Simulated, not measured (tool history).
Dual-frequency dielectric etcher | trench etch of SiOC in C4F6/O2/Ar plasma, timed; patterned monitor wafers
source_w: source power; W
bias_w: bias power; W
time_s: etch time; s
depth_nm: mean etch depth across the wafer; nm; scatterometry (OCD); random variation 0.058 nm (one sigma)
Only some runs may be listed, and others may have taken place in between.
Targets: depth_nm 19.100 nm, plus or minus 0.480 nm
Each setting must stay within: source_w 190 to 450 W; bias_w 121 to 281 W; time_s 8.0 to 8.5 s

run  hour  source_w  bias_w  time_s  depth_nm
  1   0.0       320     201     8.5    17.005
  2   6.7       320     201     8.0    16.026
  3  11.5       350     210     8.0    17.039
  4  14.4       310     210     8.0    15.961
  5  21.2       350     210     8.0    16.949
  6  25.1       350     233     8.0    17.419
  7  30.5       370     237     8.0    17.963
  8  38.1       380     240     8.0    18.290

Below are 5 possible settings for the next run. Only one of them brings all results inside the allowed miss of their targets. Which is it?
  A  45.7       410     256     8.5         ?
  B  45.7       430     230     8.5         ?
  C  45.7       350     272     8.0         ?
  D  45.7       400     254     8.0         ?
  E  45.7       360     252     8.0         ?

move  depth_nm
   A    20.528
   B    20.432
   C    18.179
   D    19.054
   E    18.062
A: carries the result that was furthest off beyond its target, to the other side
B: carries the result that was furthest off beyond its target, to the other side
C: the biggest miss grows against the last run
D: every result within its allowed miss
E: the biggest miss grows against the last run
So the answer is move D, the one that meets all the targets.
